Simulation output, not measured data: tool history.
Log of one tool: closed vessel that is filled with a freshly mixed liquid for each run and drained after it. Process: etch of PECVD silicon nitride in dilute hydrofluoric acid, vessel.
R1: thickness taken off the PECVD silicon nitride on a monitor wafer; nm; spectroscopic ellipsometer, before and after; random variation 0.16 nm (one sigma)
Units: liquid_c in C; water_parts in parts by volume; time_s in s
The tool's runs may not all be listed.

{"run": 1, "hour": 0.0, "liquid_c": 22, "water_parts": 40, "time_s": 290, "R1": 11.234}
{"run": 2, "hour": 1.3, "liquid_c": 22, "water_parts": 40, "time_s": 310, "R1": 11.899}
{"run": 3, "hour": 10.0, "liquid_c": 19.5, "water_parts": 40, "time_s": 310, "R1": 10.11}
{"run": 4, "hour": 12.2, "liquid_c": 22.5, "water_parts": 40, "time_s": 310, "R1": 12.327}
{"run": 5, "hour": 21.0, "liquid_c": 24.5, "water_parts": 35, "time_s": 310, "R1": 16.104}
{"run": 6, "hour": 25.0, "liquid_c": 24.5, "water_parts": 35, "time_s": 310, "R1": 16.151}

Forecast run 7:
{"run": 7, "hour": 33.7, "liquid_c": 26, "water_parts": 35, "time_s": 310, "R1": "?"}

{"run 7": {"R1": 17.723}}
